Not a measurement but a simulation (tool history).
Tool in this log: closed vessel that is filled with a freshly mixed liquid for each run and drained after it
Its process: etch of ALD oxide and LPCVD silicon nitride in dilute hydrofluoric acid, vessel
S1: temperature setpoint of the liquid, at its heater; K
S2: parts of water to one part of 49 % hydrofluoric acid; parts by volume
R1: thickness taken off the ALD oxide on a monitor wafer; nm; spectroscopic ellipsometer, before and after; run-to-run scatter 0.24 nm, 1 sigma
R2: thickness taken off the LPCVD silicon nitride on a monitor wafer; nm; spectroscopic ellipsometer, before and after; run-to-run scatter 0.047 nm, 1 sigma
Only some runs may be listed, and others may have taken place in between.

Run 1, day 0: S1 295.15 K, S2 165 parts by volume, time in the liquid (s) 715. Result: R1 33.263 nm, R2 1.6559 nm.
Run 2, day 0.167: S1 297.15 K, S2 170 parts by volume, time in the liquid (s) 725. Result: R1 35.559 nm, R2 1.8529 nm.
Run 3, day 0.479: S1 297.15 K, S2 170 parts by volume, time in the liquid (s) 910. Result: R1 44.152 nm, R2 2.2996 nm.
Run 4, day 0.675: S1 298.15 K, S2 185 parts by volume, time in the liquid (s) 930. Result: R1 41.624 nm, R2 2.2413 nm.
Run 5, day 0.904: S1 300.65 K, S2 185 parts by volume, time in the liquid (s) 930. Result: R1 46.26 nm, R2 2.7338 nm.
Run 6, day 1.067: S1 300.65 K, S2 195 parts by volume, time in the liquid (s) 935. Result: R1 42.831 nm, R2 2.6188 nm.
Run 7, day 1.321: S1 300.65 K, S2 195 parts by volume, time in the liquid (s) 935. Result: R1 43.399 nm, R2 2.6513 nm.

The next listed run, before its measurement:
Run 8, day 1.379: S1 300.65 K, S2 200 parts by volume, time in the liquid (s) 940. Result: R1 ?, R2 ?.

R1: 42.729 nm
R2: 2.5268 nm

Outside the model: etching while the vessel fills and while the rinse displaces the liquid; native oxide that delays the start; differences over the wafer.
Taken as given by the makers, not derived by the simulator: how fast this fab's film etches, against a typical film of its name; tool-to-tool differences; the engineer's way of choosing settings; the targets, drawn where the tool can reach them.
